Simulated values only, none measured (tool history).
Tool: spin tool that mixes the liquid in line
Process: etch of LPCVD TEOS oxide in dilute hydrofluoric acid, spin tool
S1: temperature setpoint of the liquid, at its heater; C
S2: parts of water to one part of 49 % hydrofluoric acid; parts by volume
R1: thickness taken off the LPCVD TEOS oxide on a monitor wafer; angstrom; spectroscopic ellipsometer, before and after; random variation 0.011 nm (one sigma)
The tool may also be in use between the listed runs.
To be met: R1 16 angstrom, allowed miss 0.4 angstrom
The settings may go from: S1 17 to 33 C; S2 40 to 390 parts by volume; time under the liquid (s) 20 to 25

run 1 hour=0 | S1=25 S2=215 time_under_the_liquid_(s)=25 | R1=33.313
run 2 hour=3.1 | S1=25 S2=165 time_under_the_liquid_(s)=25 | R1=45.615
run 3 hour=4.1 | S1=23 S2=205 time_under_the_liquid_(s)=25 | R1=32.379
run 4 hour=8.8 | S1=26 S2=205 time_under_the_liquid_(s)=25 | R1=36.381
run 5 hour=14 | S1=23.5 S2=230 time_under_the_liquid_(s)=25 | R1=28.849
run 6 hour=22.4 | S1=25 S2=230 time_under_the_liquid_(s)=25 | R1=29.956
run 7 hour=29.3 | S1=21 S2=315 time_under_the_liquid_(s)=25 | R1=17.666
run 8 hour=36.8 | S1=20 S2=315 time_under_the_liquid_(s)=25 | R1=16.92
run 9 hour=45.4 | S1=19.5 S2=315 time_under_the_liquid_(s)=25 | R1=16.754
run 10 hour=48.5 | S1=19 S2=315 time_under_the_liquid_(s)=25 | R1=16.429

Which of these 4 next moves meets every target?
run A hour=51.6 | S1=17.5 S2=310 time_under_the_liquid_(s)=25 | R1=?
run B hour=51.6 | S1=20.5 S2=320 time_under_the_liquid_(s)=25 | R1=?
run C hour=51.6 | S1=19.5 S2=310 time_under_the_liquid_(s)=25 | R1=?
run D hour=51.6 | S1=19 S2=305 time_under_the_liquid_(s)=25 | R1=?

move=A R1=15.652
move=B R1=16.781
move=C R1=16.854
move=D R1=16.892
A: meets every target
B: further off than the last run
C: further off than the last run
D: further off than the last run
Move A is the one to make.
